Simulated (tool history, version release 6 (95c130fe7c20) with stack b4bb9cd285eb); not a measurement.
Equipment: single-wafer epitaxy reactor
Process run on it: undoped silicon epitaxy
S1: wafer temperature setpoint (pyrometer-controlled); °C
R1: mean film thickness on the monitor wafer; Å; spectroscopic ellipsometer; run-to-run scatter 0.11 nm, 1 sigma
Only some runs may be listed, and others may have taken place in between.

run 1 hour=0 | S1=650 deposition_time_(s)=323 | R1=530.49
run 2 hour=7.1 | S1=650 deposition_time_(s)=361 | R1=591.98
run 3 hour=12.8 | S1=643 deposition_time_(s)=361 | R1=515.77
run 4 hour=14 | S1=643 deposition_time_(s)=388 | R1=553.52
run 5 hour=18.9 | S1=643 deposition_time_(s)=426 | R1=607.16
run 6 hour=21.1 | S1=639 deposition_time_(s)=419 | R1=551.48
run 7 hour=24.9 | S1=636 deposition_time_(s)=414 | R1=513.66
run 8 hour=31.9 | S1=633 deposition_time_(s)=409 | R1=479.6

For run 9, what comes out?
run 9 hour=32.6 | S1=631 deposition_time_(s)=405 | R1=?

Run 9 yielded R1 452.61 Å.

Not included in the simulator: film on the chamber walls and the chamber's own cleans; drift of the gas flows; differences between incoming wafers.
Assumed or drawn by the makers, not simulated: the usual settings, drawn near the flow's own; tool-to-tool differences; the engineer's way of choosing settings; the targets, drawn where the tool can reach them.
